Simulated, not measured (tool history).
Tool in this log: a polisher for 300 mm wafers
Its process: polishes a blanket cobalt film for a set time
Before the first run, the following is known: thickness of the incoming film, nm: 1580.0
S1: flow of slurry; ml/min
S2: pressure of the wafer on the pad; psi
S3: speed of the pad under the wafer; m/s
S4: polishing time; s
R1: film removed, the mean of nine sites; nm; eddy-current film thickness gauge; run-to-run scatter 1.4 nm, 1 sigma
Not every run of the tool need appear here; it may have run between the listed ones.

| run | hour | S1 | S2 | S3 | S4 | R1 |
|---|---|---|---|---|---|---|
| 1 | 0.0 | 125 | 1.9 | 1.08 | 39 | 149.36 |
| 2 | 6.3 | 125 | 1.8 | 1.08 | 39 | 141.01 |
| 3 | 11.2 | 125 | 1.7 | 1.08 | 39 | 133.58 |
| 4 | 15.8 | 140 | 1.7 | 1.08 | 39 | 138.06 |
| 5 | 24.3 | 135 | 1.6 | 1.08 | 39 | 129.94 |
| 6 | 28.5 | 130 | 1.5 | 1.08 | 39 | 116.27 |
| 7 | 32.5 | 125 | 1.5 | 1.08 | 39 | 117.49 |

Run 8 is up next; what results do you expect?
| 8 | 41.4 | 125 | 1.5 | 1.08 | 39 | ? |

Logged for run 8: R1 117.74 nm.
